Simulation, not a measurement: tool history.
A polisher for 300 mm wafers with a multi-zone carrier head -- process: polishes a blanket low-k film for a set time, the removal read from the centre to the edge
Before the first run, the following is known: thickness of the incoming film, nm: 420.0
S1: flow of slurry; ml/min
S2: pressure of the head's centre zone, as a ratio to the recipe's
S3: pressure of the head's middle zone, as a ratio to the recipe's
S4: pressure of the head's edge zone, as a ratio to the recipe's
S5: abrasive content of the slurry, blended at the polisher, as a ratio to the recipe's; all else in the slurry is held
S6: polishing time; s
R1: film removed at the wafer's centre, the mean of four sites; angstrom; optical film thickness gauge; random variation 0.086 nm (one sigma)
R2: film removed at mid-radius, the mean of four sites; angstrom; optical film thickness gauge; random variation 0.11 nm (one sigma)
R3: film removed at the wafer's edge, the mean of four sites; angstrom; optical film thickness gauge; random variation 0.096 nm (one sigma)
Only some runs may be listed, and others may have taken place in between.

| run | hour | S1 | S2 | S3 | S4 | S5 | S6 | R1 | R2 | R3 |
|---|---|---|---|---|---|---|---|---|---|---|
| 1 | 0 | 315 | 1 | 1 | 1 | 1 | 41 | 164.76 | 166.52 | 166.15 |
| 2 | 7 | 310 | 0.98 | 0.97 | 0.99 | 0.9 | 39 | 144.11 | 145.14 | 150.04 |
| 3 | 15.7 | 310 | 0.96 | 0.95 | 0.97 | 0.8 | 38 | 130.2 | 131.09 | 134.16 |
| 4 | 22 | 310 | 0.96 | 0.95 | 0.97 | 1 | 38 | 146.51 | 144.03 | 148.54 |
| 5 | 30 | 310 | 0.96 | 0.95 | 0.91 | 1 | 38 | 145.43 | 146.42 | 147.95 |
| 6 | 36.6 | 305 | 0.94 | 0.92 | 0.91 | 0.9 | 38 | 135.06 | 132.77 | 138.94 |
| 7 | 41.3 | 305 | 0.92 | 0.9 | 0.9 | 0.8 | 38 | 123.96 | 122.13 | 129.3 |
| 8 | 43.9 | 300 | 0.9 | 0.88 | 0.89 | 0.75 | 38 | 117.23 | 117.09 | 123.34 |
| 9 | 48.7 | 270 | 0.85 | 0.81 | 0.96 | 0.5 | 35 | 75.364 | 74.294 | 89.474 |
| 10 | 52.9 | 270 | 0.85 | 0.81 | 0.96 | 0.5 | 35 | 76.481 | 74.719 | 86.423 |
| 11 | 56.7 | 295 | 0.86 | 0.82 | 0.97 | 0.5 | 35 | 78.352 | 75.617 | 88.211 |
| 12 | 63.6 | 280 | 0.87 | 0.84 | 0.98 | 0.55 | 35 | 83.762 | 82.282 | 94.313 |
| 13 | 67.4 | 275 | 0.88 | 0.85 | 0.99 | 0.55 | 35 | 84.372 | 83.829 | 95.874 |
| 14 | 73 | 270 | 0.89 | 0.86 | 1 | 0.55 | 35 | 84.991 | 84.238 | 96.323 |
| 15 | 76.2 | 310 | 0.93 | 0.92 | 1.07 | 0.6 | 35 | 97.305 | 97.391 | 107.82 |
| 16 | 83.6 | 300 | 0.93 | 0.92 | 1.07 | 0.6 | 35 | 94.575 | 96.057 | 107.09 |
| 17 | 87.2 | 295 | 0.93 | 0.92 | 1.06 | 0.6 | 35 | 95.965 | 98.536 | 105.47 |

Estimate the outcome of run 18 from the log above:
| 18 | 95.3 | 290 | 0.93 | 0.91 | 1.06 | 0.6 | 35 | ? | ? | ? |

For run 18 the tool returned R1 95.492 angstrom, R2 94.074 angstrom, R3 105.04 angstrom.
